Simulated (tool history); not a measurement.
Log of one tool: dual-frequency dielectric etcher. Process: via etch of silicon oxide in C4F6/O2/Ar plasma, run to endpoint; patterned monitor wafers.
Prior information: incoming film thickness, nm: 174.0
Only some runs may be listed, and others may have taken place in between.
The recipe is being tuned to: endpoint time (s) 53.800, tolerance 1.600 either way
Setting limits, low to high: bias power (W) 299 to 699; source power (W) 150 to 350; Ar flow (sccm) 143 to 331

run 1 hour=0.0 | bias_power_(W)=499 source_power_(W)=250 Ar_flow_(sccm)=237 | endpoint_time_(s)=45.634
run 2 hour=2.4 | bias_power_(W)=499 source_power_(W)=250 Ar_flow_(sccm)=212 | endpoint_time_(s)=44.556
run 3 hour=10.7 | bias_power_(W)=499 source_power_(W)=290 Ar_flow_(sccm)=212 | endpoint_time_(s)=42.743
run 4 hour=11.4 | bias_power_(W)=499 source_power_(W)=320 Ar_flow_(sccm)=212 | endpoint_time_(s)=41.646
run 5 hour=17.5 | bias_power_(W)=499 source_power_(W)=320 Ar_flow_(sccm)=187 | endpoint_time_(s)=40.253
run 6 hour=20.3 | bias_power_(W)=499 source_power_(W)=320 Ar_flow_(sccm)=207 | endpoint_time_(s)=40.687
run 7 hour=29.3 | bias_power_(W)=468 source_power_(W)=310 Ar_flow_(sccm)=214 | endpoint_time_(s)=42.938
run 8 hour=34.7 | bias_power_(W)=442 source_power_(W)=300 Ar_flow_(sccm)=220 | endpoint_time_(s)=45.798

Which single option among these 5 for the next run brings every result within its allowed miss of target? Just one does.
run A hour=40.1 | bias_power_(W)=313 source_power_(W)=230 Ar_flow_(sccm)=246 | endpoint_time_(s)=?
run B hour=40.1 | bias_power_(W)=635 source_power_(W)=310 Ar_flow_(sccm)=221 | endpoint_time_(s)=?
run C hour=40.1 | bias_power_(W)=513 source_power_(W)=330 Ar_flow_(sccm)=212 | endpoint_time_(s)=?
run D hour=40.1 | bias_power_(W)=363 source_power_(W)=280 Ar_flow_(sccm)=280 | endpoint_time_(s)=?
run E hour=40.1 | bias_power_(W)=533 source_power_(W)=270 Ar_flow_(sccm)=168 | endpoint_time_(s)=?

move=A endpoint_time_(s)=60.899
move=B endpoint_time_(s)=37.073
move=C endpoint_time_(s)=40.314
move=D endpoint_time_(s)=53.186
move=E endpoint_time_(s)=40.863
A: the result that was furthest off in the last run now lies on the other side of its target
B: the biggest miss grows against the last run
C: the biggest miss grows against the last run
D: every result within its allowed miss
E: the biggest miss grows against the last run
So the answer is move D, the one that meets all the targets.

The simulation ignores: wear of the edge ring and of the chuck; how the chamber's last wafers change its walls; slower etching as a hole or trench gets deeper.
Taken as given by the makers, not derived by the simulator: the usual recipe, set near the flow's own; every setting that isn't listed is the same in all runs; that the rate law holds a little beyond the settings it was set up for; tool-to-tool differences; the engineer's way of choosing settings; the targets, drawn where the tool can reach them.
